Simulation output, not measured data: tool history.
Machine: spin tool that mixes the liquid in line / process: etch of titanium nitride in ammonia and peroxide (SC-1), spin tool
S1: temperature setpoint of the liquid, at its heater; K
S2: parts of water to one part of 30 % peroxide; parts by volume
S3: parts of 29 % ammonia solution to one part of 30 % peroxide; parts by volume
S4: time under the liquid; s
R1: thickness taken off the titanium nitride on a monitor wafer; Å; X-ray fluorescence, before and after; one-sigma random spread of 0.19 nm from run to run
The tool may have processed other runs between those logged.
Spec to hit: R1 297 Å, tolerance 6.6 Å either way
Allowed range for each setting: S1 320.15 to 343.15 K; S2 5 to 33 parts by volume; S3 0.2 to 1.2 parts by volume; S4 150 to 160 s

{"run": 1, "hour": 0.0, "S1": 336.15, "S2": 18.5, "S3": 0.85, "S4": 150, "R1": 223.6}
{"run": 2, "hour": 2.7, "S1": 336.15, "S2": 18.5, "S3": 1, "S4": 150, "R1": 229.46}
{"run": 3, "hour": 6.0, "S1": 336.15, "S2": 18.5, "S3": 1, "S4": 150, "R1": 227.7}
{"run": 4, "hour": 7.5, "S1": 337.15, "S2": 18.5, "S3": 1, "S4": 150, "R1": 245.04}
{"run": 5, "hour": 16.4, "S1": 337.65, "S2": 18.5, "S3": 1, "S4": 150, "R1": 255.75}
{"run": 6, "hour": 18.4, "S1": 338.15, "S2": 18.5, "S3": 1, "S4": 150, "R1": 260.5}
{"run": 7, "hour": 23.5, "S1": 338.65, "S2": 18.5, "S3": 1, "S4": 150, "R1": 271.07}
{"run": 8, "hour": 26.6, "S1": 339.15, "S2": 18.5, "S3": 1, "S4": 150, "R1": 278.26}

Exactly one of the 4 candidate moves below puts every result within its allowed miss. Which one?
{"run": "A", "hour": 29.7, "S1": 337.15, "S2": 17, "S3": 1.1, "S4": 160, "R1": "?"}
{"run": "B", "hour": 29.7, "S1": 341.65, "S2": 20.5, "S3": 0.95, "S4": 155, "R1": "?"}
{"run": "C", "hour": 29.7, "S1": 337.65, "S2": 17.5, "S3": 1, "S4": 150, "R1": "?"}
{"run": "D", "hour": 29.7, "S1": 337.15, "S2": 15.5, "S3": 1.2, "S4": 160, "R1": "?"}

move=A R1=279.76
move=B R1=317.4
move=C R1=262.4
move=D R1=297.98
A: nearer the targets than the last run, but a result is still out of spec
B: takes the result that was furthest off past its target
C: the biggest miss grows against the last run
D: all results land within tolerance of their targets
Correct choice: D, which meets every target
